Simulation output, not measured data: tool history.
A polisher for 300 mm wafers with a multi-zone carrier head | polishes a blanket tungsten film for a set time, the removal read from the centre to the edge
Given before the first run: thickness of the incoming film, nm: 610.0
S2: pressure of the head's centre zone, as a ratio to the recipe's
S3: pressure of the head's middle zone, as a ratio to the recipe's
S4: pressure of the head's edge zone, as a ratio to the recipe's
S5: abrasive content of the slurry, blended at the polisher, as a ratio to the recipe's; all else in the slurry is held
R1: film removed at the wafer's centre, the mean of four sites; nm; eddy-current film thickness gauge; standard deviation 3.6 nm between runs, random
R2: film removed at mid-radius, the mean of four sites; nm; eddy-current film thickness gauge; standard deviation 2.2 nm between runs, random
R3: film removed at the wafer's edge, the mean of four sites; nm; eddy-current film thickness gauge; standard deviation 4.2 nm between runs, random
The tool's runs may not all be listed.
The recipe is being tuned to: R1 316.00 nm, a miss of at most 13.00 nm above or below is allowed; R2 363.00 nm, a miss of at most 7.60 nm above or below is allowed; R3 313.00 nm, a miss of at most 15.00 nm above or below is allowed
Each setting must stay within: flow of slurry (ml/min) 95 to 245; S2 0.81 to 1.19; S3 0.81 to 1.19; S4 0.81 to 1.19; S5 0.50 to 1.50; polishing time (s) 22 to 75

run 1 hour=0.0 | flow_of_slurry_(ml/min)=155 S2=1.00 S3=1.00 S4=1.00 S5=1.00 polishing_time_(s)=48 | R1=240.81 R2=243.59 R3=254.28
run 2 hour=7.4 | flow_of_slurry_(ml/min)=155 S2=1.00 S3=1.00 S4=1.00 S5=1.00 polishing_time_(s)=56 | R1=286.59 R2=282.43 R3=281.57
run 3 hour=9.9 | flow_of_slurry_(ml/min)=185 S2=1.00 S3=1.00 S4=1.00 S5=1.00 polishing_time_(s)=56 | R1=292.10 R2=296.86 R3=290.48
run 4 hour=16.4 | flow_of_slurry_(ml/min)=185 S2=1.00 S3=0.95 S4=1.00 S5=1.00 polishing_time_(s)=56 | R1=296.16 R2=284.10 R3=302.25
run 5 hour=17.2 | flow_of_slurry_(ml/min)=185 S2=1.03 S3=0.95 S4=1.00 S5=1.00 polishing_time_(s)=56 | R1=298.08 R2=279.38 R3=296.05
run 6 hour=18.0 | flow_of_slurry_(ml/min)=185 S2=1.03 S3=0.95 S4=0.97 S5=1.00 polishing_time_(s)=56 | R1=311.51 R2=281.84 R3=299.52
run 7 hour=26.0 | flow_of_slurry_(ml/min)=190 S2=1.02 S3=0.96 S4=0.97 S5=1.05 polishing_time_(s)=56 | R1=301.19 R2=287.46 R3=297.67
run 8 hour=30.3 | flow_of_slurry_(ml/min)=195 S2=1.02 S3=0.97 S4=0.97 S5=1.10 polishing_time_(s)=56 | R1=308.42 R2=297.53 R3=305.16
run 9 hour=35.0 | flow_of_slurry_(ml/min)=200 S2=1.02 S3=0.98 S4=0.97 S5=1.10 polishing_time_(s)=56 | R1=314.65 R2=299.13 R3=302.72
run 10 hour=42.5 | flow_of_slurry_(ml/min)=205 S2=1.01 S3=0.99 S4=0.97 S5=1.10 polishing_time_(s)=56 | R1=309.89 R2=303.64 R3=304.22
run 11 hour=49.3 | flow_of_slurry_(ml/min)=210 S2=1.01 S3=1.00 S4=0.97 S5=1.10 polishing_time_(s)=56 | R1=312.72 R2=308.77 R3=302.12
run 12 hour=57.2 | flow_of_slurry_(ml/min)=210 S2=1.00 S3=1.01 S4=0.97 S5=1.10 polishing_time_(s)=56 | R1=309.57 R2=305.58 R3=306.50
run 13 hour=65.4 | flow_of_slurry_(ml/min)=240 S2=0.96 S3=1.11 S4=0.87 S5=1.15 polishing_time_(s)=56 | R1=301.07 R2=348.04 R3=295.43
run 14 hour=73.7 | flow_of_slurry_(ml/min)=240 S2=0.96 S3=1.11 S4=0.88 S5=1.15 polishing_time_(s)=56 | R1=304.19 R2=346.73 R3=299.90

4 candidate next runs follow, results not yet known. Just one meets every target within its allowed miss. Identify it.
run A hour=82.0 | flow_of_slurry_(ml/min)=230 S2=1.06 S3=1.19 S4=0.81 S5=1.05 polishing_time_(s)=51 | R1=? R2=? R3=?
run B hour=82.0 | flow_of_slurry_(ml/min)=245 S2=0.94 S3=1.09 S4=0.85 S5=1.20 polishing_time_(s)=59 | R1=? R2=? R3=?
run C hour=82.0 | flow_of_slurry_(ml/min)=225 S2=0.94 S3=1.03 S4=0.87 S5=1.20 polishing_time_(s)=55 | R1=? R2=? R3=?
run D hour=82.0 | flow_of_slurry_(ml/min)=240 S2=1.05 S3=1.05 S4=0.86 S5=1.35 polishing_time_(s)=53 | R1=? R2=? R3=?

move=A R1=301.09 R2=323.64 R3=253.41
move=B R1=321.04 R2=361.31 R3=311.09
move=C R1=295.64 R2=317.55 R3=290.86
move=D R1=330.63 R2=322.37 R3=288.52
A: further off than the last run
B: every result within its allowed miss
C: further off than the last run
D: further off than the last run
B is the move that brings every result within its allowed miss.

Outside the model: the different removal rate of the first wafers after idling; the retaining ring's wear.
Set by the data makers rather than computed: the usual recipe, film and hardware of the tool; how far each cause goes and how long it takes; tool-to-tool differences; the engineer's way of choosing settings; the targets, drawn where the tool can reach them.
